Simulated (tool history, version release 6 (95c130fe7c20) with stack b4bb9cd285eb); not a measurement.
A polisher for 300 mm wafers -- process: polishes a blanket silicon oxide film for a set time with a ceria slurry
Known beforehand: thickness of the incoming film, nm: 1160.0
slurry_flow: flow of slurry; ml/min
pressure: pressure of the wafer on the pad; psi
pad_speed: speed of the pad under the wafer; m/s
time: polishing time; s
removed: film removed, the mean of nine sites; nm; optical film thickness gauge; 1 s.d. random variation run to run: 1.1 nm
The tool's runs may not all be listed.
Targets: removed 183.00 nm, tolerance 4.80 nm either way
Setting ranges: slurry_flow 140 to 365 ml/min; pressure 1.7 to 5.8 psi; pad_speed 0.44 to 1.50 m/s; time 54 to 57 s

| run | hour | slurry_flow | pressure | pad_speed | time | removed |
|---|---|---|---|---|---|---|
| 1 | 0.0 | 235 | 3.7 | 0.96 | 54 | 295.17 |
| 2 | 8.2 | 235 | 3.7 | 1.18 | 54 | 358.57 |
| 3 | 12.6 | 235 | 3.5 | 1.16 | 54 | 333.75 |
| 4 | 15.9 | 235 | 3.5 | 1.16 | 57 | 355.18 |
| 5 | 24.2 | 235 | 3.3 | 1.14 | 57 | 329.32 |
| 6 | 25.0 | 235 | 3.1 | 1.12 | 57 | 300.89 |
| 7 | 27.1 | 235 | 2.9 | 1.12 | 57 | 284.80 |
| 8 | 32.4 | 235 | 2.8 | 1.12 | 57 | 276.22 |
| 9 | 36.1 | 235 | 2.7 | 1.12 | 57 | 266.31 |
| 10 | 39.6 | 235 | 2.6 | 1.12 | 57 | 256.30 |
| 11 | 42.8 | 235 | 2.5 | 1.12 | 57 | 248.03 |
| 12 | 47.2 | 235 | 2.4 | 1.12 | 57 | 237.62 |
| 13 | 50.0 | 235 | 2.3 | 1.12 | 57 | 228.40 |
| 14 | 54.8 | 235 | 2.2 | 1.12 | 57 | 217.74 |

4 next moves are on the table. One of them brings every result within its allowed miss. Which?
| A | 59.6 | 315 | 1.9 | 1.04 | 54 | ? |
| B | 59.6 | 255 | 1.8 | 1.12 | 57 | ? |
| C | 59.6 | 265 | 1.7 | 1.18 | 55 | ? |
| D | 59.6 | 260 | 2.4 | 0.96 | 57 | ? |

| move | removed |
|---|---|
| A | 173.08 |
| B | 183.15 |
| C | 176.88 |
| D | 207.46 |
A: takes the biggest miss from the last run beyond its target
B: all results in spec
C: takes the biggest miss from the last run beyond its target
D: nearer the targets than the last run, but a result is still out of spec
So the answer is move B, the one that meets all the targets.
